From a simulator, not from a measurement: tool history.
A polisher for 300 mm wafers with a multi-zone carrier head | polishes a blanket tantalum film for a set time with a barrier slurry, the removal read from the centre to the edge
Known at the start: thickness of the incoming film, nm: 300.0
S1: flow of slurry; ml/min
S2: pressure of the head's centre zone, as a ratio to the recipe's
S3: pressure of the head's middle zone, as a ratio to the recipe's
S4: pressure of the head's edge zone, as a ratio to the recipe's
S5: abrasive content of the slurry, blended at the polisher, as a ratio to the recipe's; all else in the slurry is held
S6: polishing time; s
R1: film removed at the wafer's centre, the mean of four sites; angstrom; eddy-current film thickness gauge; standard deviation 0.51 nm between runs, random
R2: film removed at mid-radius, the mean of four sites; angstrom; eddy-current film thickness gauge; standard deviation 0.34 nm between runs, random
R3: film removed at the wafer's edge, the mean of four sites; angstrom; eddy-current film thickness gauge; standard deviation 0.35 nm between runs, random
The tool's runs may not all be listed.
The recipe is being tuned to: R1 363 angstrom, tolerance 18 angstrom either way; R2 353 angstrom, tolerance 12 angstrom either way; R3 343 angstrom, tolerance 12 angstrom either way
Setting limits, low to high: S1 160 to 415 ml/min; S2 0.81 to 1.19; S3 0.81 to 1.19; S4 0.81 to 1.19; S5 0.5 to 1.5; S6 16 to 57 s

run	hour	S1	S2	S3	S4	S5	S6	R1	R2	R3
1	0	265	1	1	1	1	36	659.7	631.1	654.26
2	6.6	265	1	1	1	1	31	571.74	550.23	566.07
3	7.5	265	1	1	0.98	0.9	29	512.14	506.93	504.93
4	12.7	265	1	0.98	0.96	0.85	28	485.22	473.35	485.1
5	20.1	265	1	1.05	0.96	0.85	28	489.92	505.27	476.11
6	21.4	265	1.07	1.05	0.96	0.85	28	534.1	501.75	472.37
7	29.6	265	1.06	1.04	0.95	0.8	27	488.38	468.54	453.95
8	37.4	265	1.06	1.04	0.94	0.75	26	471.61	444.17	423.78
9	45.7	265	1.05	1.03	0.93	0.7	26	455.76	439.49	411.35
10	50.1	260	1.04	1.01	0.92	0.65	26	455.46	423.62	398.16
11	55.9	240	0.94	0.92	0.89	0.5	24	344.39	340.77	347.93

Consider the 4 candidate settings below. Which is the only one whose results all fall within their allowed miss of target?
A	61.7	215	1.05	1.15	0.81	0.55	22	?	?	?
B	61.7	245	0.99	0.98	0.88	0.55	23	?	?	?
C	61.7	230	0.87	1.1	0.89	0.5	24	?	?	?
D	61.7	290	0.82	0.98	0.95	0.9	22	?	?	?

move	R1	R2	R3
A	356.98	372.14	311.97
B	357.46	344.9	343.16
C	318.51	386.38	350.18
D	320.29	373.26	382.79
A: brings the last run's worst result on target, with another outside its allowed miss
B: all results in spec
C: its largest miss is bigger than the last run's
D: its largest miss is bigger than the last run's
So the answer is move B, the one that meets all the targets.

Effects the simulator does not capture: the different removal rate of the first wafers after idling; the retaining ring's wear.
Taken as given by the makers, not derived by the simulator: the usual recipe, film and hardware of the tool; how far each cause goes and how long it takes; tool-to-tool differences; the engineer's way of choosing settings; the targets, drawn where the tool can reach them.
